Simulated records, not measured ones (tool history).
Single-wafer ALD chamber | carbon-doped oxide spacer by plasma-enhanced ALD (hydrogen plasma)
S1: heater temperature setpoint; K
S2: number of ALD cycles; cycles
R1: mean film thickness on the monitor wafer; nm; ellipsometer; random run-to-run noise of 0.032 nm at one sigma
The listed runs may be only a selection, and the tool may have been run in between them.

Run 1, hour 0: S1 683.15 K, S2 242 cycles. Result: R1 11.66 nm.
Run 2, hour 4.7: S1 679.15 K, S2 245 cycles. Result: R1 11.89 nm.
Run 3, hour 11.2: S1 673.15 K, S2 245 cycles. Result: R1 12.047 nm.
Run 4, hour 12.3: S1 671.15 K, S2 248 cycles. Result: R1 12.22 nm.
Run 5, hour 20.7: S1 670.15 K, S2 250 cycles. Result: R1 12.297 nm.
At hour 28.2: thermocouple changed; heater temperature recalibrated.
Run 6, hour 28.2: S1 661.15 K, S2 250 cycles. Result: R1 12.302 nm.
Run 7, hour 30: S1 661.15 K, S2 253 cycles. Result: R1 12.433 nm.
Run 8, hour 35.1: S1 661.15 K, S2 253 cycles. Result: R1 12.406 nm.
Run 9, hour 36.2: S1 661.15 K, S2 255 cycles. Result: R1 12.481 nm.

Run 10, settings as shown, results not yet in. Your forecast:
Run 10, hour 41: S1 661.15 K, S2 255 cycles. Result: R1 ?.

{"run 10": {"R1": 12.55}}
